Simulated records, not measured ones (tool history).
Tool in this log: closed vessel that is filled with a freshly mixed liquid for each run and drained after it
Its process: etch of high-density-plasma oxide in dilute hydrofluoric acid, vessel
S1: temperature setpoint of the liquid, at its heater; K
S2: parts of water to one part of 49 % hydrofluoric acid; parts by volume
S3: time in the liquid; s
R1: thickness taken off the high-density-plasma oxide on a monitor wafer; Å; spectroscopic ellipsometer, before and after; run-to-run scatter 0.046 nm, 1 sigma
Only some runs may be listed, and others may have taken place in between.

run  hour      S1   S2   S3      R1
  1     0  299.15  180  100   33.68
  2   5.8  299.15  180  100   32.72
  3    12  299.15  180  100  32.932
  4    20  302.65  180  100  37.059
  5  23.4  302.65  180  100  37.739
  6  31.4  303.65  170  100  41.839
  7  38.7  304.65  160  100  46.767
  8  43.6  305.15  155  100  49.698

Forecast run 9:
  9  48.7  305.65  150  100   ?

{"run 9": {"R1": 52.437}}

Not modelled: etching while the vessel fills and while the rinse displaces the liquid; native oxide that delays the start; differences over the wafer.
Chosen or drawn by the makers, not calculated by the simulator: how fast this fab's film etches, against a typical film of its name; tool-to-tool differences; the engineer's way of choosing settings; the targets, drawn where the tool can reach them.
